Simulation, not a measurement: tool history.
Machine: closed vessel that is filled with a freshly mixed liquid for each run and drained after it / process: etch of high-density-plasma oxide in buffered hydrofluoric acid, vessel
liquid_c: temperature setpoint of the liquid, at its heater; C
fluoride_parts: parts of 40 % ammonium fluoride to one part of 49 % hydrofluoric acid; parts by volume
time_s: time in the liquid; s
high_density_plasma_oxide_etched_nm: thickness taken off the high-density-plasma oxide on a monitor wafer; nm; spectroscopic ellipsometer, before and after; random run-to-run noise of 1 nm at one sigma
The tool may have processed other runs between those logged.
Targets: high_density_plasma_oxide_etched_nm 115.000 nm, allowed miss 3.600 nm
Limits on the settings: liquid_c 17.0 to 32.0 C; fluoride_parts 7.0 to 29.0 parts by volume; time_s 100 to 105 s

run  hour  liquid_c  fluoride_parts  time_s  high_density_plasma_oxide_etched_nm
  1   0.0      24.0            18.0     100                               75.100
  2   6.3      24.0            21.5     100                               64.321
  3  11.6      24.0            18.0     100                               74.876
  4  17.2      24.0            18.0     100                               74.358
  5  19.5      25.5            18.0     100                               82.695
  6  22.4      22.0            18.0     100                               66.025
  7  24.5      23.5            18.0     100                               71.688
  8  29.8      27.5            17.5     100                               93.748
  9  36.2      28.0            17.5     100                               95.722
 10  39.2      28.5            17.5     100                               97.708
 11  46.7      29.0            17.5     100                              101.520
 12  50.8      29.5            17.5     100                              102.860
 13  58.7      29.5            17.5     100                              103.450
 14  67.7      30.0            17.5     100                              105.920

Below are 5 possible settings for the next run. Only one of them brings all results inside the allowed miss of their targets. Which is it?
  A  76.7      29.0            20.5     105                                    ?
  B  76.7      26.0            14.5     105                                    ?
  C  76.7      31.5            16.5     100                                    ?
  D  76.7      30.5            16.5     100                                    ?
  E  76.7      29.5            15.5     105                                    ?

move  high_density_plasma_oxide_etched_nm
   A                               90.396
   B                              107.420
   C                              120.640
   D                              114.490
   E                              121.270
A: lands further from the targets than the last run did
B: closer than the last run, but not yet in spec
C: takes the biggest miss from the last run beyond its target
D: all results land within tolerance of their targets
E: takes the biggest miss from the last run beyond its target
The right move is D.
